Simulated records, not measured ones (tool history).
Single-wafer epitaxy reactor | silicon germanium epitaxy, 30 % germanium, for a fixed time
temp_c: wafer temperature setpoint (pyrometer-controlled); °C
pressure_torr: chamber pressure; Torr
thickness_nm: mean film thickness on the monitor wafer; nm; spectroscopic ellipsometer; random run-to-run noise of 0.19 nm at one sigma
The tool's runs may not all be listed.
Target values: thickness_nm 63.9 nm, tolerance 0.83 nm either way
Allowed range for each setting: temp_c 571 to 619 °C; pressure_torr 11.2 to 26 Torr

run  hour  temp_c  pressure_torr  thickness_nm
  1     0     595           18.6        58.473
  2     7     588           18.6        52.067
  3  11.3     590           18.6        53.758
  4  16.6     592           18.6        55.743
  5  21.9     584           18.6        48.704
  6    30     575           18.6        42.033
  7  33.1     580           18.6        45.762
  8  39.7     584           18.6         48.71
  9  41.3     587           18.6        51.303
 10  47.8     590           18.6        53.904
 11  54.6     592           18.6        55.836
 12  59.8     594           18.6        57.333

Which single option among these 4 for the next run brings every result within its allowed miss of target? Just one does.
  A    65     598           20.4             ?
  B    65     600           20.9             ?
  C    65     598           22.8             ?
  D    65     597           20.4             ?

move  thickness_nm
   A         63.41
   B        66.117
   C        66.256
   D        62.392
A: every result within its allowed miss
B: takes the result that was furthest off past its target
C: takes the result that was furthest off past its target
D: closes in on the targets versus the last run, not all within tolerance yet
Move A is the one to make.
